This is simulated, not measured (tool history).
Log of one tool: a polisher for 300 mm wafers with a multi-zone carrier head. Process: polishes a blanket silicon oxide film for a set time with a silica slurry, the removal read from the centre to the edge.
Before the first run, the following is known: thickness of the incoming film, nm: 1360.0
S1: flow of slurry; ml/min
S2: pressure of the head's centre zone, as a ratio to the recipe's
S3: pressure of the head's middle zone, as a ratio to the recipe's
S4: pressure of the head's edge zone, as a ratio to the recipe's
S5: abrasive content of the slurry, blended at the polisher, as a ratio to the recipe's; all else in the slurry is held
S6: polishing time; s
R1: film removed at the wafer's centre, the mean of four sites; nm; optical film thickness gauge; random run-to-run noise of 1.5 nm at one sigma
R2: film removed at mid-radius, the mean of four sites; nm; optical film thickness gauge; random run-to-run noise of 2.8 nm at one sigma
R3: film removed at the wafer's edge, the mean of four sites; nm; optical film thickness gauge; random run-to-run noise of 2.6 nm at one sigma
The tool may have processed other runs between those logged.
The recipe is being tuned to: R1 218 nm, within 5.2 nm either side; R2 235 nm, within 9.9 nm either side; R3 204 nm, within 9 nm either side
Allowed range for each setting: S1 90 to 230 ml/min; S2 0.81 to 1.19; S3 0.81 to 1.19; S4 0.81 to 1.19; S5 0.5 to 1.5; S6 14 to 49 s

run 1 hour=0 | S1=150 S2=1 S3=1 S4=1 S5=1 S6=31 | R1=134.28 R2=138.2 R3=140.24
run 2 hour=5 | S1=165 S2=1.03 S3=1.05 S4=1.02 S5=1.15 S6=32 | R1=151.41 R2=153.52 R3=154.08
run 3 hour=10.9 | S1=165 S2=1.03 S3=1.1 S4=1.02 S5=1.15 S6=32 | R1=150.75 R2=158.57 R3=155.73
run 4 hour=18.3 | S1=165 S2=1.03 S3=1.07 S4=1.02 S5=1.15 S6=32 | R1=151.89 R2=157.08 R3=154.05
run 5 hour=22.5 | S1=175 S2=1.04 S3=1.1 S4=1 S5=1.25 S6=34 | R1=168.58 R2=173.32 R3=170.9
run 6 hour=28 | S1=175 S2=1.11 S3=1.1 S4=1 S5=1.25 S6=34 | R1=178.75 R2=175.75 R3=172.09
run 7 hour=30.4 | S1=180 S2=1.1 S3=1.13 S4=0.94 S5=1.3 S6=36 | R1=194.67 R2=197.5 R3=178.46
run 8 hour=34.4 | S1=220 S2=1.09 S3=1.19 S4=1.01 S5=1.5 S6=36 | R1=210.65 R2=217.62 R3=196.25

Which of these 4 next moves meets every target?
run A hour=38.4 | S1=210 S2=1.01 S3=1.13 S4=1.08 S5=1.5 S6=41 | R1=? R2=? R3=?
run B hour=38.4 | S1=225 S2=1.06 S3=1.19 S4=0.98 S5=1.4 S6=37 | R1=? R2=? R3=?
run C hour=38.4 | S1=230 S2=1.14 S3=1.19 S4=0.91 S5=1.5 S6=34 | R1=? R2=? R3=?
run D hour=38.4 | S1=210 S2=1.06 S3=1.19 S4=0.93 S5=1.35 S6=40 | R1=? R2=? R3=?

move=A R1=218.98 R2=240.37 R3=229.65
move=B R1=206.62 R2=221.88 R3=197.52
move=C R1=209.33 R2=208.72 R3=180.66
move=D R1=217.7 R2=234.22 R3=205.27
A: puts the biggest miss on target and leaves a different result outside tolerance
B: misses by more than the last run did
C: misses by more than the last run did
D: every result lands within tolerance
Go with D: it meets all targets.
